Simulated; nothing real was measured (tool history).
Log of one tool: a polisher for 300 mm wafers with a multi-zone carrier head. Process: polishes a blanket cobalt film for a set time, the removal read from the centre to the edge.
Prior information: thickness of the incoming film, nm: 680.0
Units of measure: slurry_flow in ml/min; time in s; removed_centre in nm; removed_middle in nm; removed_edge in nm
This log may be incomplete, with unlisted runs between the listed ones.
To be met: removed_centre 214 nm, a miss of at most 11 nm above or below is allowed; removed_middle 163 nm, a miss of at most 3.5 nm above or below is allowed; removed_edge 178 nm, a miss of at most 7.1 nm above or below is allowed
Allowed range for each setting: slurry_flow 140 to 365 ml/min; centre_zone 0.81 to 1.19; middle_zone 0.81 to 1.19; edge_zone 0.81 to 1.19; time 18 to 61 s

{"run": 1, "hour": 0.0, "slurry_flow": 235, "centre_zone": 1, "middle_zone": 1, "edge_zone": 1, "time": 39, "removed_centre": 239.72, "removed_middle": 230.15, "removed_edge": 237.37}
{"run": 2, "hour": 2.0, "slurry_flow": 225, "centre_zone": 1.03, "middle_zone": 0.95, "edge_zone": 0.95, "time": 37, "removed_centre": 233.15, "removed_middle": 207.22, "removed_edge": 219.5}
{"run": 3, "hour": 2.9, "slurry_flow": 225, "centre_zone": 1.03, "middle_zone": 0.88, "edge_zone": 0.95, "time": 37, "removed_centre": 225.93, "removed_middle": 194.99, "removed_edge": 219.41}
{"run": 4, "hour": 8.0, "slurry_flow": 220, "centre_zone": 1.05, "middle_zone": 0.87, "edge_zone": 0.91, "time": 35, "removed_centre": 219.6, "removed_middle": 182.36, "removed_edge": 199.81}
{"run": 5, "hour": 8.6, "slurry_flow": 220, "centre_zone": 1.05, "middle_zone": 0.87, "edge_zone": 0.95, "time": 35, "removed_centre": 222.1, "removed_middle": 183.92, "removed_edge": 206.88}
{"run": 6, "hour": 17.0, "slurry_flow": 210, "centre_zone": 1.06, "middle_zone": 0.85, "edge_zone": 0.91, "time": 34, "removed_centre": 216.53, "removed_middle": 172.37, "removed_edge": 195.85}
{"run": 7, "hour": 18.8, "slurry_flow": 205, "centre_zone": 1.07, "middle_zone": 0.85, "edge_zone": 0.88, "time": 34, "removed_centre": 216.57, "removed_middle": 171.55, "removed_edge": 194.9}
{"run": 8, "hour": 24.2, "slurry_flow": 205, "centre_zone": 1.07, "middle_zone": 0.85, "edge_zone": 0.88, "time": 34, "removed_centre": 218.13, "removed_middle": 173.25, "removed_edge": 192.88}
{"run": 9, "hour": 32.5, "slurry_flow": 205, "centre_zone": 1.08, "middle_zone": 0.84, "edge_zone": 0.86, "time": 34, "removed_centre": 218.48, "removed_middle": 171.04, "removed_edge": 189.52}
{"run": 10, "hour": 36.2, "slurry_flow": 200, "centre_zone": 1.09, "middle_zone": 0.84, "edge_zone": 0.85, "time": 34, "removed_centre": 218.62, "removed_middle": 171.24, "removed_edge": 189.16}
{"run": 11, "hour": 40.1, "slurry_flow": 200, "centre_zone": 1.1, "middle_zone": 0.84, "edge_zone": 0.84, "time": 34, "removed_centre": 228.36, "removed_middle": 167.9, "removed_edge": 187.64}

Which single option among these 4 for the next run brings every result within its allowed miss of target? Just one does.
{"run": "A", "hour": 44.0, "slurry_flow": 145, "centre_zone": 1.04, "middle_zone": 0.81, "edge_zone": 1.04, "time": 35, "removed_centre": "?", "removed_middle": "?", "removed_edge": "?"}
{"run": "B", "hour": 44.0, "slurry_flow": 210, "centre_zone": 1.13, "middle_zone": 0.81, "edge_zone": 0.83, "time": 35, "removed_centre": "?", "removed_middle": "?", "removed_edge": "?"}
{"run": "C", "hour": 44.0, "slurry_flow": 140, "centre_zone": 1.05, "middle_zone": 0.84, "edge_zone": 0.84, "time": 39, "removed_centre": "?", "removed_middle": "?", "removed_edge": "?"}
{"run": "D", "hour": 44.0, "slurry_flow": 260, "centre_zone": 1.14, "middle_zone": 0.89, "edge_zone": 0.92, "time": 30, "removed_centre": "?", "removed_middle": "?", "removed_edge": "?"}

move=A removed_centre=201.88 removed_middle=157.05 removed_edge=200.04
move=B removed_centre=238.23 removed_middle=168.95 removed_edge=189.94
move=C removed_centre=224.91 removed_middle=178.73 removed_edge=200.37
move=D removed_centre=212.99 removed_middle=161.12 removed_edge=174.21
A: the result that was furthest off in the last run now lies on the other side of its target
B: its largest miss is bigger than the last run's
C: its largest miss is bigger than the last run's
D: every result lands within tolerance
The move that meets every target is D.

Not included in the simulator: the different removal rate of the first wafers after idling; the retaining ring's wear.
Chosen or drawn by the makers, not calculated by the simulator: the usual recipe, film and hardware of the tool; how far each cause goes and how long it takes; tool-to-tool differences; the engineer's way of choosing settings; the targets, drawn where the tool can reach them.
